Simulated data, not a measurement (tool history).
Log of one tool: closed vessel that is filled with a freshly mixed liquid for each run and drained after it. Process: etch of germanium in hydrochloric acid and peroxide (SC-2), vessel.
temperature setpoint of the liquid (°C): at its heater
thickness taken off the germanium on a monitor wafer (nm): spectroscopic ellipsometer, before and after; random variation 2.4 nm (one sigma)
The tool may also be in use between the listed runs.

| run | hour | temperature setpoint of the liquid (°C) | parts of water to one part each of 37 % hydrochloric acid and 30 % peroxide (parts by volume) | time in the liquid (s) | thickness taken off the germanium on a monitor wafer (nm) |
|---|---|---|---|---|---|
| 1 | 0.0 | 56.0 | 6.5 | 105 | 418.67 |
| 2 | 5.0 | 55.0 | 6.5 | 105 | 411.22 |
| 3 | 12.2 | 54.0 | 6.5 | 105 | 401.32 |
| 4 | 14.7 | 53.5 | 6.5 | 105 | 394.71 |
|  | 19.4 | new drum of peroxide connected |
| 5 | 19.4 | 53.5 | 5.5 | 105 | 391.44 |
| 6 | 27.8 | 53.0 | 5.5 | 105 | 387.68 |

The next listed run, before its measurement:
| 7 | 33.8 | 52.5 | 5.5 | 105 | ? |

thickness taken off the germanium on a monitor wafer (nm): 383.59
